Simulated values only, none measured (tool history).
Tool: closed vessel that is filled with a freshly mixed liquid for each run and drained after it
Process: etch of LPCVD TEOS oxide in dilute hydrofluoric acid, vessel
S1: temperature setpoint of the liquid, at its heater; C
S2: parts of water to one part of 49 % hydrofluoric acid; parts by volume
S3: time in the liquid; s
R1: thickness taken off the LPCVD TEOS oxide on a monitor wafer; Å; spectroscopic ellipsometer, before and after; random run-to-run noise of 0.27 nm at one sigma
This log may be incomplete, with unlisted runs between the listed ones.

run	day	S1	S2	S3	R1
1	0.000	23.0	100	485	829.03
2	0.167	23.0	100	525	899.60
3	0.525	21.0	105	525	779.78
4	0.692	19.5	110	525	694.98
5	1.000	21.5	110	525	758.78
6	1.346	21.5	90	525	952.99

Run 7 comes next. What will it give?
7	1.696	20.0	100	525	?

{"run 7": {"R1": 793.4}}
